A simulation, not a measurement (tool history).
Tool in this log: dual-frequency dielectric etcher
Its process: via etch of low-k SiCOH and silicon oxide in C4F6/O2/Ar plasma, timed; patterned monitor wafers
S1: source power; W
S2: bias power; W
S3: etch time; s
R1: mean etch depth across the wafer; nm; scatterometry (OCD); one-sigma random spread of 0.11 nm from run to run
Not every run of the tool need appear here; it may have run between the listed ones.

run	hour	S1	S2	S3	R1
1	0.0	310	233	18.5	37.978
2	2.7	310	271	18.5	40.468
3	9.0	290	271	18.5	39.970
4	12.8	290	246	18.5	38.390
5	19.0	320	250	18.5	39.657
6	22.6	290	250	18.5	38.582
7	25.0	290	250	18.5	38.594
8	32.0	320	253	18.5	39.886
9	38.4	340	255	18.5	40.588
10	42.6	350	257	18.5	40.834

Predict the results of run 11:
11	44.3	360	259	18.5	?

{"run 11": {"R1": 41.272}}
